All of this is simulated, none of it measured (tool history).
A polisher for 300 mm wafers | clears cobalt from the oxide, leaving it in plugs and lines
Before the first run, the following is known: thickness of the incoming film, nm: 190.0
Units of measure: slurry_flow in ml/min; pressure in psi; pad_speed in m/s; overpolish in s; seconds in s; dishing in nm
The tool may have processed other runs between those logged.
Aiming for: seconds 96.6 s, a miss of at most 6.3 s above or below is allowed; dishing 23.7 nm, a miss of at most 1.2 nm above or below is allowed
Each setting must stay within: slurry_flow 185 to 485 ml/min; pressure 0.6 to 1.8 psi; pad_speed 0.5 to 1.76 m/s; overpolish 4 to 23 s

| run | day | slurry_flow | pressure | pad_speed | overpolish | seconds | dishing |
|---|---|---|---|---|---|---|---|
| 1 | 0 | 310 | 1.2 | 1.12 | 12 | 48.762 | 28.427 |
| 2 | 0.2 | 310 | 1.2 | 1.38 | 12 | 39.797 | 30.621 |
| 3 | 0.512 | 310 | 1.5 | 1.38 | 12 | 33.352 | 33.766 |
| 4 | 0.712 | 310 | 1.7 | 1.38 | 12 | 28.417 | 34.681 |
| 5 | 0.908 | 305 | 1.4 | 1.2 | 13 | 39.624 | 31.426 |
| 6 | 1 | 305 | 1.5 | 1.2 | 13 | 38.7 | 33.49 |
| 7 | 1.062 | 300 | 1.3 | 1.06 | 13 | 49.201 | 29.202 |
| 8 | 1.429 | 295 | 1.1 | 0.98 | 14 | 61.678 | 27.905 |
| 9 | 1.596 | 295 | 1.1 | 0.98 | 14 | 60.22 | 27.312 |
| 10 | 1.758 | 295 | 1 | 0.92 | 15 | 68.965 | 27.336 |
| 11 | 2.029 | 295 | 0.9 | 0.9 | 15 | 75.635 | 25.353 |
| 12 | 2.167 | 295 | 0.8 | 0.88 | 16 | 84.019 | 24.866 |

Which single option among these 5 for the next run brings every result within its allowed miss of target? Just one does.
| A | 2.304 | 370 | 0.6 | 0.9 | 18 | ? | ? |
| B | 2.304 | 300 | 0.8 | 0.8 | 19 | ? | ? |
| C | 2.304 | 300 | 0.9 | 0.88 | 14 | ? | ? |
| D | 2.304 | 240 | 0.8 | 0.9 | 17 | ? | ? |
| E | 2.304 | 380 | 1.1 | 0.7 | 19 | ? | ? |

| move | seconds | dishing |
|---|---|---|
| A | 100.24 | 24.083 |
| B | 93.195 | 25.955 |
| C | 77.841 | 24.002 |
| D | 85.373 | 25.55 |
| E | 81.179 | 27.966 |
A: all results in spec
B: brings the last run's worst result on target, with another outside its allowed miss
C: misses by more than the last run did
D: an improvement on the last run, though not all results are within tolerance
E: misses by more than the last run did
The move that meets every target is A.
